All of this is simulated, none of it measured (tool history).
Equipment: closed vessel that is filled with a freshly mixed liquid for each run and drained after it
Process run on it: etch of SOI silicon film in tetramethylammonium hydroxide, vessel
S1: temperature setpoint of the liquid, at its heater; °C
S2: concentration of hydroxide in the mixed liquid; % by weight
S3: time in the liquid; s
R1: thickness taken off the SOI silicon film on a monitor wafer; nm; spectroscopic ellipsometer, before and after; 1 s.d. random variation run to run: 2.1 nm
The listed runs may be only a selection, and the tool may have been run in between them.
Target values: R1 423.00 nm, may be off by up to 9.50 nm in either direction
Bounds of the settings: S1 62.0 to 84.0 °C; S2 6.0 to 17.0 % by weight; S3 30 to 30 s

Run 1, hour 0.0: S1 75.0 °C, S2 11.5 % by weight, S3 30 s. Result: R1 301.45 nm.
Run 2, hour 2.7: S1 75.0 °C, S2 11.5 % by weight, S3 30 s. Result: R1 305.20 nm.
Run 3, hour 7.7: S1 76.0 °C, S2 11.5 % by weight, S3 30 s. Result: R1 320.70 nm.
Run 4, hour 9.1: S1 76.0 °C, S2 11.5 % by weight, S3 30 s. Result: R1 322.34 nm.
Run 5, hour 11.9: S1 76.5 °C, S2 11.5 % by weight, S3 30 s. Result: R1 331.88 nm.
Run 6, hour 17.9: S1 76.5 °C, S2 11.5 % by weight, S3 30 s. Result: R1 330.63 nm.
Run 7, hour 26.3: S1 77.0 °C, S2 11.5 % by weight, S3 30 s. Result: R1 342.23 nm.
Run 8, hour 28.1: S1 81.5 °C, S2 11.5 % by weight, S3 30 s. Result: R1 436.60 nm.

Exercise: of the 4 proposed moves below, exactly one satisfies all targets within the stated allowed misses. Which move is it?
Run A, hour 29.9: S1 81.0 °C, S2 11.5 % by weight, S3 30 s. Result: R1 ?.
Run B, hour 29.9: S1 80.5 °C, S2 9.0 % by weight, S3 30 s. Result: R1 ?.
Run C, hour 29.9: S1 83.0 °C, S2 13.0 % by weight, S3 30 s. Result: R1 ?.
Run D, hour 29.9: S1 82.0 °C, S2 11.5 % by weight, S3 30 s. Result: R1 ?.

move      R1
   A  427.66
   B  455.19
   C  453.38
   D  451.82
A: every result lands within tolerance
B: the biggest miss grows against the last run
C: the biggest miss grows against the last run
D: the biggest miss grows against the last run
Go with A: it meets all targets.
